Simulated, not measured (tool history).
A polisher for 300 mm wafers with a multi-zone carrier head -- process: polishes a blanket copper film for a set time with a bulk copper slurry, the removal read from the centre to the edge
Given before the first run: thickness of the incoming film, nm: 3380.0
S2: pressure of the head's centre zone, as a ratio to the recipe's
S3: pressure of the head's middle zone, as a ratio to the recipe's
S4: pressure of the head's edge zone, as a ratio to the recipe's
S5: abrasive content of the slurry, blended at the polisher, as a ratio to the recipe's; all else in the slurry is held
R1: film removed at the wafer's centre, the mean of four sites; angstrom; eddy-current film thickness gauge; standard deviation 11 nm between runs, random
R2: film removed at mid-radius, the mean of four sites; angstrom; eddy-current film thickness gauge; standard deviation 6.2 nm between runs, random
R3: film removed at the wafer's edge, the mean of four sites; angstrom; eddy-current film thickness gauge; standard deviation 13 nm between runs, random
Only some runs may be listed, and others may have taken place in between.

{"run": 1, "hour": 0.0, "flow of slurry (ml/min)": 160, "S2": 1.0, "S3": 1.0, "S4": 1.0, "S5": 1.0, "polishing time (s)": 71, "R1": 7860.4, "R2": 7963.9, "R3": 7724.4}
{"run": 2, "hour": 8.9, "flow of slurry (ml/min)": 170, "S2": 1.02, "S3": 1.0, "S4": 1.02, "S5": 1.05, "polishing time (s)": 71, "R1": 8361.3, "R2": 8190.0, "R3": 8328.3}
{"run": 3, "hour": 15.1, "flow of slurry (ml/min)": 170, "S2": 1.02, "S3": 1.0, "S4": 1.02, "S5": 1.2, "polishing time (s)": 71, "R1": 8819.5, "R2": 8464.4, "R3": 8458.1}
{"run": 4, "hour": 16.6, "flow of slurry (ml/min)": 170, "S2": 1.02, "S3": 1.0, "S4": 0.95, "S5": 1.2, "polishing time (s)": 71, "R1": 8798.5, "R2": 8427.7, "R3": 8236.8}
{"run": 5, "hour": 19.6, "flow of slurry (ml/min)": 170, "S2": 1.02, "S3": 1.0, "S4": 0.95, "S5": 1.3, "polishing time (s)": 71, "R1": 8819.8, "R2": 8657.9, "R3": 8341.9}
{"run": 6, "hour": 21.6, "flow of slurry (ml/min)": 180, "S2": 1.03, "S3": 1.0, "S4": 0.95, "S5": 1.3, "polishing time (s)": 71, "R1": 9228.9, "R2": 8786.3, "R3": 8489.5}
{"run": 7, "hour": 26.2, "flow of slurry (ml/min)": 185, "S2": 1.04, "S3": 1.0, "S4": 0.95, "S5": 1.3, "polishing time (s)": 71, "R1": 9206.9, "R2": 8711.0, "R3": 8516.7}
{"run": 8, "hour": 27.3, "flow of slurry (ml/min)": 190, "S2": 1.05, "S3": 1.0, "S4": 0.95, "S5": 1.3, "polishing time (s)": 71, "R1": 9366.4, "R2": 8806.5, "R3": 8836.7}

Run 9 is up next; what results do you expect?
{"run": 9, "hour": 36.0, "flow of slurry (ml/min)": 190, "S2": 1.07, "S3": 1.01, "S4": 0.94, "S5": 1.3, "polishing time (s)": 71, "R1": "?", "R2": "?", "R3": "?"}

R1: 9432.7 angstrom
R2: 8765.6 angstrom
R3: 8792.6 angstrom

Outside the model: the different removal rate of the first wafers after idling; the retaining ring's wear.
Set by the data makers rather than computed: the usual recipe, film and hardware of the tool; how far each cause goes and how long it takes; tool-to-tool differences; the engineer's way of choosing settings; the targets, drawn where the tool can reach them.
